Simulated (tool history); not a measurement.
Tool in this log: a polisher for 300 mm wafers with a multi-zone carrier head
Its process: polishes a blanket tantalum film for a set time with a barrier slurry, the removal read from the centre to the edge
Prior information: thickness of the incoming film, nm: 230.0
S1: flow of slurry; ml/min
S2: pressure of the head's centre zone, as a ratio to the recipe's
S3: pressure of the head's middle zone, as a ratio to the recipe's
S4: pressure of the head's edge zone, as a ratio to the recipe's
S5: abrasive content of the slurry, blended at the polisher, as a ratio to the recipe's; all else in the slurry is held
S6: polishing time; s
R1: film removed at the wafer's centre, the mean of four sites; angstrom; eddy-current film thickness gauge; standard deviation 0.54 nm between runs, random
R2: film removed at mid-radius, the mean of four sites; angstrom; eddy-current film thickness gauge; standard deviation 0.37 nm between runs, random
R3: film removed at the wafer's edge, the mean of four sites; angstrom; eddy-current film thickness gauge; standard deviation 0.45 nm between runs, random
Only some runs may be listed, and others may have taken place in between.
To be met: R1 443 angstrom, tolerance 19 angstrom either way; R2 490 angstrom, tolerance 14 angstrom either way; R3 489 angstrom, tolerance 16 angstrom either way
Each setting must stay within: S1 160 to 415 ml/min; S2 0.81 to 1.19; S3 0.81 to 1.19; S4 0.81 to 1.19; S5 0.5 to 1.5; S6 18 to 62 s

| run | hour | S1 | S2 | S3 | S4 | S5 | S6 | R1 | R2 | R3 |
|---|---|---|---|---|---|---|---|---|---|---|
| 1 | 0 | 265 | 1 | 1 | 1 | 1 | 40 | 701.49 | 688.47 | 690.5 |
| 2 | 3.8 | 265 | 1 | 0.93 | 1 | 1 | 40 | 686.15 | 647.75 | 681.43 |
| 3 | 7.5 | 260 | 0.97 | 0.92 | 0.97 | 0.9 | 39 | 624.84 | 605.74 | 624.84 |
| 4 | 9.3 | 295 | 0.97 | 0.92 | 0.97 | 0.9 | 39 | 652.99 | 615.62 | 628.1 |
| 5 | 12.4 | 280 | 0.94 | 0.91 | 0.95 | 0.85 | 39 | 612.31 | 592.02 | 612.81 |
| 6 | 14.7 | 280 | 0.86 | 0.91 | 0.95 | 0.85 | 39 | 564.67 | 599.25 | 608.24 |
| 7 | 22.2 | 265 | 0.85 | 0.9 | 0.93 | 0.8 | 39 | 533.63 | 572.79 | 583.38 |
| 8 | 27.8 | 260 | 0.84 | 0.89 | 0.91 | 0.75 | 39 | 518.6 | 547.04 | 570.36 |
| 9 | 32.8 | 240 | 0.81 | 0.95 | 0.83 | 0.5 | 37 | 380.32 | 445.97 | 424.97 |
| 10 | 33.5 | 260 | 0.82 | 0.95 | 0.85 | 0.5 | 37 | 394.66 | 444.53 | 418.86 |
| 11 | 34.6 | 260 | 0.82 | 0.95 | 0.85 | 0.5 | 37 | 385.8 | 443.11 | 422.19 |
| 12 | 36.9 | 260 | 0.83 | 0.95 | 0.87 | 0.5 | 37 | 400.23 | 444.17 | 424.65 |
| 13 | 45.3 | 255 | 0.83 | 0.95 | 0.88 | 0.55 | 37 | 416.66 | 475.01 | 446.78 |
| 14 | 52.7 | 255 | 0.83 | 0.94 | 0.89 | 0.55 | 37 | 411.5 | 464.17 | 459 |
| 15 | 58.7 | 260 | 0.83 | 0.94 | 0.9 | 0.55 | 37 | 425.2 | 472.42 | 468.58 |
| 16 | 62.7 | 260 | 0.83 | 0.94 | 0.91 | 0.55 | 37 | 421.56 | 471.01 | 458.78 |
| 17 | 64.4 | 260 | 0.83 | 0.94 | 0.92 | 0.55 | 37 | 412.86 | 468.19 | 462.46 |
| 18 | 67.1 | 310 | 0.88 | 0.96 | 0.97 | 0.6 | 37 | 472.87 | 506.04 | 503.19 |
| 19 | 67.8 | 300 | 0.87 | 0.96 | 0.97 | 0.6 | 37 | 457.23 | 505.13 | 505.58 |
| 20 | 69 | 295 | 0.87 | 0.96 | 0.97 | 0.6 | 37 | 470.48 | 510.6 | 499.08 |

Which of these 4 next moves meets every target?
| A | 70.2 | 280 | 0.87 | 0.91 | 1 | 0.6 | 35 | ? | ? | ? |
| B | 70.2 | 240 | 0.85 | 0.95 | 0.95 | 0.55 | 39 | ? | ? | ? |
| C | 70.2 | 275 | 0.88 | 0.87 | 1.01 | 0.6 | 39 | ? | ? | ? |
| D | 70.2 | 300 | 0.86 | 0.87 | 1.1 | 0.6 | 35 | ? | ? | ? |

| move | R1 | R2 | R3 |
|---|---|---|---|
| A | 439.77 | 456.2 | 484.16 |
| B | 449.55 | 492.18 | 495.16 |
| C | 493.84 | 490.86 | 541.65 |
| D | 438.38 | 444.09 | 510.24 |
A: moves the result that the last run missed by most past its target, out the other side
B: in spec on every target
C: corrects the largest miss of the last run, while another result sits out of spec
D: moves the result that the last run missed by most past its target, out the other side
So the answer is move B, the one that meets all the targets.
